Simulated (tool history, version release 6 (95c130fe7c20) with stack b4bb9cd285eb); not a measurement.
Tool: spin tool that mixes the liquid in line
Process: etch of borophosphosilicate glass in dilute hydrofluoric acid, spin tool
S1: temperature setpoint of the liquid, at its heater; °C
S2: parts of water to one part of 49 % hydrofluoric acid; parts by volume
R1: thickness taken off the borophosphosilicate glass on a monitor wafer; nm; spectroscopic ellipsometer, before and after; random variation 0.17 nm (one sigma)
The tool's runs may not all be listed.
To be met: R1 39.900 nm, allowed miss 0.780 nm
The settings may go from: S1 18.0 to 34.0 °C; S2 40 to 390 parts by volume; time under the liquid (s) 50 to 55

Run 1, hour 0.0: S1 26.0 °C, S2 215 parts by volume, time under the liquid (s) 50. Result: R1 13.892 nm.
Run 2, hour 4.1: S1 23.0 °C, S2 215 parts by volume, time under the liquid (s) 50. Result: R1 12.549 nm.
Run 3, hour 6.6: S1 23.0 °C, S2 215 parts by volume, time under the liquid (s) 50. Result: R1 12.497 nm.
Run 4, hour 8.7: S1 24.5 °C, S2 200 parts by volume, time under the liquid (s) 50. Result: R1 14.443 nm.
Run 5, hour 10.1: S1 25.5 °C, S2 185 parts by volume, time under the liquid (s) 50. Result: R1 16.455 nm.
Run 6, hour 18.6: S1 26.5 °C, S2 175 parts by volume, time under the liquid (s) 50. Result: R1 18.174 nm.
Run 7, hour 26.7: S1 27.5 °C, S2 165 parts by volume, time under the liquid (s) 50. Result: R1 20.297 nm.
Run 8, hour 31.3: S1 28.5 °C, S2 155 parts by volume, time under the liquid (s) 50. Result: R1 22.796 nm.
Run 9, hour 37.2: S1 29.0 °C, S2 150 parts by volume, time under the liquid (s) 50. Result: R1 24.194 nm.
Run 10, hour 43.4: S1 29.5 °C, S2 145 parts by volume, time under the liquid (s) 50. Result: R1 25.477 nm.
Run 11, hour 45.4: S1 30.0 °C, S2 140 parts by volume, time under the liquid (s) 50. Result: R1 27.092 nm.
Run 12, hour 53.2: S1 30.5 °C, S2 135 parts by volume, time under the liquid (s) 50. Result: R1 28.626 nm.
Run 13, hour 60.1: S1 31.0 °C, S2 130 parts by volume, time under the liquid (s) 50. Result: R1 30.665 nm.
Run 14, hour 65.0: S1 31.5 °C, S2 130 parts by volume, time under the liquid (s) 50. Result: R1 31.380 nm.
Run 15, hour 67.6: S1 32.0 °C, S2 130 parts by volume, time under the liquid (s) 50. Result: R1 31.707 nm.

5 next moves are on the table. One of them brings every result within its allowed miss. Which?
Run A, hour 70.2: S1 28.5 °C, S2 110 parts by volume, time under the liquid (s) 55. Result: R1 ?.
Run B, hour 70.2: S1 32.5 °C, S2 145 parts by volume, time under the liquid (s) 50. Result: R1 ?.
Run C, hour 70.2: S1 30.0 °C, S2 100 parts by volume, time under the liquid (s) 50. Result: R1 ?.
Run D, hour 70.2: S1 33.0 °C, S2 130 parts by volume, time under the liquid (s) 55. Result: R1 ?.
Run E, hour 70.2: S1 27.5 °C, S2 110 parts by volume, time under the liquid (s) 55. Result: R1 ?.

move      R1
   A  37.386
   B  28.433
   C  40.103
   D  36.270
   E  35.996
A: nearer than the last run, and not there yet
B: further off than the last run
C: meets every target
D: nearer than the last run, and not there yet
E: nearer than the last run, and not there yet
Answer: C

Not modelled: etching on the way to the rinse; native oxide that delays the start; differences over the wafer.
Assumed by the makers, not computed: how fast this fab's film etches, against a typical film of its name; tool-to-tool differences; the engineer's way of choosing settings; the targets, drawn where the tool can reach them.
